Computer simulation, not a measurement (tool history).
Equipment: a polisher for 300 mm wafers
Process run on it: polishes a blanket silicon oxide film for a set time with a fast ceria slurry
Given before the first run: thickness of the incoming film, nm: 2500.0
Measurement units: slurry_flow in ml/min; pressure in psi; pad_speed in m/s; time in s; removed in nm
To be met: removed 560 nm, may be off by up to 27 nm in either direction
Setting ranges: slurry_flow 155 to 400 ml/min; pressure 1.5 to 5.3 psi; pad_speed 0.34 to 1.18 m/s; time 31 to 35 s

| run | hour | slurry_flow | pressure | pad_speed | time | removed |
|---|---|---|---|---|---|---|
| 1 | 0 | 255 | 3.4 | 0.76 | 35 | 436.34 |
| 2 | 6 | 255 | 3.4 | 0.76 | 35 | 438.63 |
| 3 | 11.7 | 255 | 3.4 | 0.6 | 35 | 335.25 |
| 4 | 14.6 | 255 | 3.1 | 0.6 | 35 | 312.42 |
| 5 | 21.9 | 255 | 3.1 | 0.6 | 31 | 276.93 |
| 6 | 27 | 210 | 3.1 | 0.6 | 31 | 271.71 |
| 7 | 35.1 | 210 | 4.1 | 0.68 | 31 | 403.59 |
| 8 | 35.7 | 220 | 4.3 | 0.68 | 31 | 426.68 |

Next run, 5 choices. One meets every target within its allowed miss, the rest don't. Which?
| A | 36.3 | 245 | 4.4 | 0.6 | 35 | ? |
| B | 36.3 | 215 | 4.1 | 0.68 | 34 | ? |
| C | 36.3 | 240 | 3.6 | 0.76 | 31 | ? |
| D | 36.3 | 170 | 5 | 0.7 | 35 | ? |
| E | 36.3 | 305 | 4.6 | 0.4 | 31 | ? |

| move | removed |
|---|---|
| A | 439.33 |
| B | 441.8 |
| C | 401.12 |
| D | 546.36 |
| E | 282.64 |
A: closer than the last run, but not yet in spec
B: closer than the last run, but not yet in spec
C: lands further from the targets than the last run did
D: each result inside its tolerance
E: lands further from the targets than the last run did
So the answer is move D, the one that meets all the targets.
